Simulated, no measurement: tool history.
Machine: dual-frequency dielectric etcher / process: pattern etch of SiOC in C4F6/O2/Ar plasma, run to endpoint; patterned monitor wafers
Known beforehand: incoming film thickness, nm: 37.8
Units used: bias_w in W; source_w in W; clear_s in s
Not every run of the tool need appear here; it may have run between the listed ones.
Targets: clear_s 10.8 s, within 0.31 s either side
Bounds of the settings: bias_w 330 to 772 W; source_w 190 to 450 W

run 1 day=0 | bias_w=551 source_w=320 | clear_s=12.65
run 2 day=0.088 | bias_w=599 source_w=330 | clear_s=12.288
run 3 day=0.408 | bias_w=636 source_w=350 | clear_s=11.714
run 4 day=0.517 | bias_w=662 source_w=360 | clear_s=11.284
run 5 day=0.821 | bias_w=662 source_w=320 | clear_s=11.893
run 6 day=0.912 | bias_w=623 source_w=320 | clear_s=12.156
run 7 day=0.967 | bias_w=656 source_w=330 | clear_s=11.839
-- day=1.288 source power generator calibrated
run 8 day=1.288 | bias_w=680 source_w=340 | clear_s=11.482

Of the 5 settings listed for the next run, only one would bring every result within its allowed miss of target. Which one?
run A day=1.608 | bias_w=772 source_w=420 | clear_s=?
run B day=1.608 | bias_w=667 source_w=390 | clear_s=?
run C day=1.608 | bias_w=580 source_w=380 | clear_s=?
run D day=1.608 | bias_w=694 source_w=300 | clear_s=?
run E day=1.608 | bias_w=772 source_w=390 | clear_s=?

move=A clear_s=9.9867
move=B clear_s=10.865
move=C clear_s=11.562
move=D clear_s=11.872
move=E clear_s=10.279
A: takes the biggest miss from the last run beyond its target
B: every result lands within tolerance
C: the biggest miss grows against the last run
D: the biggest miss grows against the last run
E: takes the biggest miss from the last run beyond its target
B meets every target.

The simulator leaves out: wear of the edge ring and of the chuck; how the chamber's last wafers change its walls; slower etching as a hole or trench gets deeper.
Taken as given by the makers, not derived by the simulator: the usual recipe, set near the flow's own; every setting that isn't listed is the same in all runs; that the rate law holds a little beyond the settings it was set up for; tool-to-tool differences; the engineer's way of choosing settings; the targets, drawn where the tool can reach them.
